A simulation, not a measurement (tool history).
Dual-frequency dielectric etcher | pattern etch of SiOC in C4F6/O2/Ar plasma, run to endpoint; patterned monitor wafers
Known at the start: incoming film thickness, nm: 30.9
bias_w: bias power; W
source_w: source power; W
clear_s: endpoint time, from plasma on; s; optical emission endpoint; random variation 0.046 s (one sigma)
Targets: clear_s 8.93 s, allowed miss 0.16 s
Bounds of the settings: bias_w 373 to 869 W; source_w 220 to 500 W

run  hour  bias_w  source_w  clear_s
  1     0     621       360   10.859
  2   0.7     561       360   11.508
  3   3.3     561       390   11.228
  4   5.8     465       390    12.32
        7  -- wet clean of the chamber
  5     7     571       390    10.78
  6   9.9     612       390   10.301
  7  10.9     736       400    9.338
  8  15.2     748       400   9.3465
  9  16.5     762       400   9.1981

4 next moves are on the table. One of them brings every result within its allowed miss. Which?
  A  17.8     694       400        ?
  B  17.8     715       470        ?
  C  17.8     775       360        ?
  D  17.8     698       400        ?

move  clear_s
   A   9.6977
   B    9.047
   C   9.4909
   D   9.6691
A: further off than the last run
B: meets every target
C: further off than the last run
D: further off than the last run
The right move is B.
